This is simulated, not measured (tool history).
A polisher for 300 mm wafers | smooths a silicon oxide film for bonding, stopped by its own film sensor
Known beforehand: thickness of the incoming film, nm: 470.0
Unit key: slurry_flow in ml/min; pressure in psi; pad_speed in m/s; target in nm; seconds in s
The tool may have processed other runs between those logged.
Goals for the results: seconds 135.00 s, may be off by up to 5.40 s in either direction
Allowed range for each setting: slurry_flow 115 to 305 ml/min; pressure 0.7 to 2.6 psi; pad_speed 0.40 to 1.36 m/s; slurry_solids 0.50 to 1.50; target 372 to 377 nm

run,hour,slurry_flow,pressure,pad_speed,slurry_solids,target,seconds
1,0.0,195,1.6,0.88,1.00,377,229.99
2,8.7,195,1.6,0.88,1.00,372,237.98
3,16.3,195,1.7,0.88,1.00,372,222.57
4,17.0,240,1.7,0.88,1.00,372,217.75
5,25.6,240,1.8,0.88,1.00,372,204.75
6,32.7,275,1.8,0.88,1.00,372,207.89
7,34.5,275,1.9,0.88,1.00,372,197.56
8,35.2,275,2.0,0.88,1.00,372,184.48
9,37.1,275,2.1,0.88,1.00,372,174.23
10,44.1,275,2.2,0.88,1.00,372,170.91

Next run, 4 choices. One meets every target within its allowed miss, the rest don't. Which?
A,51.1,285,2.2,1.00,1.25,377,?
B,51.1,245,2.2,0.62,1.00,372,?
C,51.1,240,1.6,0.90,1.05,372,?
D,51.1,225,2.3,1.00,0.90,376,?

move,seconds
A,131.91
B,221.10
C,222.85
D,148.19
A: in spec on every target
B: lands further from the targets than the last run did
C: lands further from the targets than the last run did
D: nearer the targets than the last run, but a result is still out of spec
Correct choice: A, which meets every target
